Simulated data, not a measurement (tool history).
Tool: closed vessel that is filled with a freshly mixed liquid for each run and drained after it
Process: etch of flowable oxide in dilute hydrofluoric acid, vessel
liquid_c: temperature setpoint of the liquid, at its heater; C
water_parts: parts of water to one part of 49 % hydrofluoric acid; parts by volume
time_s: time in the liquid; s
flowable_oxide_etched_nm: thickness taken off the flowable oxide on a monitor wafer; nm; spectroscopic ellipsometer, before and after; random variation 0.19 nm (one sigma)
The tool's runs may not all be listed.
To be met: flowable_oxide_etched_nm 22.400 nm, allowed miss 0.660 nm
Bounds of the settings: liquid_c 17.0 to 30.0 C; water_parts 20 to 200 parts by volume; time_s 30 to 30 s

run 1 hour=0.0 | liquid_c=22.0 water_parts=110 time_s=30 | flowable_oxide_etched_nm=10.637
run 2 hour=0.6 | liquid_c=23.5 water_parts=100 time_s=30 | flowable_oxide_etched_nm=12.718
run 3 hour=2.6 | liquid_c=25.0 water_parts=100 time_s=30 | flowable_oxide_etched_nm=13.373
run 4 hour=6.5 | liquid_c=25.0 water_parts=100 time_s=30 | flowable_oxide_etched_nm=13.520
run 5 hour=8.1 | liquid_c=25.0 water_parts=80 time_s=30 | flowable_oxide_etched_nm=17.212
run 6 hour=13.2 | liquid_c=26.0 water_parts=80 time_s=30 | flowable_oxide_etched_nm=17.762
run 7 hour=16.9 | liquid_c=30.0 water_parts=70 time_s=30 | flowable_oxide_etched_nm=24.299
run 8 hour=23.4 | liquid_c=29.5 water_parts=70 time_s=30 | flowable_oxide_etched_nm=24.017
run 9 hour=28.9 | liquid_c=29.0 water_parts=70 time_s=30 | flowable_oxide_etched_nm=23.546

4 next moves are on the table. One of them brings every result within its allowed miss. Which?
run A hour=34.4 | liquid_c=29.5 water_parts=70 time_s=30 | flowable_oxide_etched_nm=?
run B hour=34.4 | liquid_c=30.0 water_parts=75 time_s=30 | flowable_oxide_etched_nm=?
run C hour=34.4 | liquid_c=26.0 water_parts=60 time_s=30 | flowable_oxide_etched_nm=?
run D hour=34.4 | liquid_c=29.0 water_parts=65 time_s=30 | flowable_oxide_etched_nm=?

move=A flowable_oxide_etched_nm=23.966
move=B flowable_oxide_etched_nm=22.636
move=C flowable_oxide_etched_nm=24.705
move=D flowable_oxide_etched_nm=25.499
A: further off than the last run
B: meets every target
C: further off than the last run
D: further off than the last run
Move B is the one to make.

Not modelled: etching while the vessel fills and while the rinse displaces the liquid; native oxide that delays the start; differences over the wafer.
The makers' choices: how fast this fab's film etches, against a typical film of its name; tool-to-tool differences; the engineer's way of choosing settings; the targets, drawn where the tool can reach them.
